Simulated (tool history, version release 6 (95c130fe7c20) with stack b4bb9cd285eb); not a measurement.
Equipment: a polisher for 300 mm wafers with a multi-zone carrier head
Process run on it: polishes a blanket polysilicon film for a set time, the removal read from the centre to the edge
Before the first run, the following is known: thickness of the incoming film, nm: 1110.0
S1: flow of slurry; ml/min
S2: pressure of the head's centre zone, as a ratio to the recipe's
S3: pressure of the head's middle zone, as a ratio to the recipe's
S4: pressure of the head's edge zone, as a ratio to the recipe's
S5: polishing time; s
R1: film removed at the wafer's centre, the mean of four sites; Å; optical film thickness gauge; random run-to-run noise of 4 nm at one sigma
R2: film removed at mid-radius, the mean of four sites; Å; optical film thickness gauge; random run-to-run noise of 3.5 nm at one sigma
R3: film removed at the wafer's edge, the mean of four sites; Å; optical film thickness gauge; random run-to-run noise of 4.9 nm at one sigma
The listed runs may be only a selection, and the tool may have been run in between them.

run    day   S1    S2    S3    S4  S5      R1      R2      R3
  1  0.000  235  1.00  1.00  1.00  38  4099.1  4072.6  4170.5
  2  0.188  235  1.00  1.00  1.04  38  4158.8  4075.2  4095.5
  3  0.283  240  0.97  1.01  1.02  39  4112.2  4210.3  4216.5
  4  0.417  240  0.94  1.01  1.02  40  4087.5  4326.0  4462.9
  5  0.750  240  0.94  1.01  1.02  48  4897.7  5178.9  5133.1
  6  1.046  240  0.94  1.01  1.02  56  5845.3  5968.4  6153.5
  7  1.267  240  0.94  1.01  1.02  56  5765.5  5970.8  6221.6
  8  1.546  235  0.92  1.01  1.00  54  5439.7  5777.3  5831.4
  9  1.788  225  0.90  1.00  0.99  53  5141.5  5625.7  5672.6

Forecast run 10:
 10  2.142  195  0.81  0.95  0.89  48   ?   ?   ?

{"run 10": {"R1": 4081.3, "R2": 4820.8, "R3": 4783.0}}
